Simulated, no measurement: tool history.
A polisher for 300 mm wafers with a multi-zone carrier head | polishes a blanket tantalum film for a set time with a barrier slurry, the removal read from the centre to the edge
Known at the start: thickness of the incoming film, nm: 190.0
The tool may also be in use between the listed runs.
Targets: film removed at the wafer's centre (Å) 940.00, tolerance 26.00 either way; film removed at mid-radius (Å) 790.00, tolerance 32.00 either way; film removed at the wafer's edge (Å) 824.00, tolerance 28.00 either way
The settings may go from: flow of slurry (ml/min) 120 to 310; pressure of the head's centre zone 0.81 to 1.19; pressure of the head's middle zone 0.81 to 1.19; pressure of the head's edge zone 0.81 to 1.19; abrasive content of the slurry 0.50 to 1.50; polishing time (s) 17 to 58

run,hour,flow of slurry (ml/min),pressure of the head's centre zone,pressure of the head's middle zone,pressure of the head's edge zone,abrasive content of the slurry,polishing time (s),film removed at the wafer's centre (Å),film removed at mid-radius (Å),film removed at the wafer's edge (Å)
1,0.0,200,1.00,1.00,1.00,1.00,37,590.30,591.04,600.15
2,6.4,200,1.00,1.06,1.00,1.00,37,584.93,629.49,590.11
3,13.2,200,1.06,1.06,1.00,1.00,37,619.77,607.83,585.05
4,19.6,215,1.09,1.06,1.04,1.15,38,691.11,668.21,632.51
5,26.1,215,1.09,1.06,1.08,1.15,38,693.45,660.96,646.19
6,32.3,215,1.09,1.06,1.08,1.15,29,521.77,512.55,494.58
7,39.3,225,1.11,1.04,1.10,1.25,33,625.28,591.80,585.54
8,44.6,240,1.13,1.03,1.12,1.35,35,679.51,622.69,630.11
9,51.3,240,1.15,1.03,1.13,1.40,38,758.49,690.56,694.49
10,56.9,250,1.16,1.01,1.13,1.45,40,814.62,715.88,742.27
11,65.4,255,1.17,1.01,1.13,1.45,41,844.59,736.60,762.56
12,71.6,260,1.18,1.00,1.12,1.45,42,874.57,742.02,777.86
13,80.2,260,1.18,1.00,1.12,1.45,43,893.74,767.66,802.22
14,86.3,260,1.18,1.00,1.11,1.45,43,901.49,775.18,788.78
15,87.8,260,1.18,0.99,1.11,1.45,43,904.49,764.28,792.34
16,95.6,260,1.19,0.99,1.12,1.50,43,904.34,764.64,801.20

Exercise: of the 5 proposed moves below, exactly one satisfies all targets within the stated allowed misses. Which move is it?
A,103.4,260,1.13,0.93,1.19,1.50,47,?,?,?
B,103.4,255,1.14,1.02,1.19,1.50,43,?,?,?
C,103.4,290,1.15,0.96,1.03,1.35,46,?,?,?
D,103.4,295,1.09,1.05,1.12,1.50,43,?,?,?
E,103.4,290,1.14,0.90,1.18,1.40,44,?,?,?

move,film removed at the wafer's centre (Å),film removed at mid-radius (Å),film removed at the wafer's edge (Å)
A,937.14,789.71,894.12
B,863.65,779.26,815.82
C,925.24,785.60,820.78
D,838.86,810.38,806.46
E,883.39,717.25,830.17
A: brings the last run's worst result on target, with another outside its allowed miss
B: moves away from the targets compared with the last run
C: in spec on every target
D: moves away from the targets compared with the last run
E: moves away from the targets compared with the last run
The right move is C.
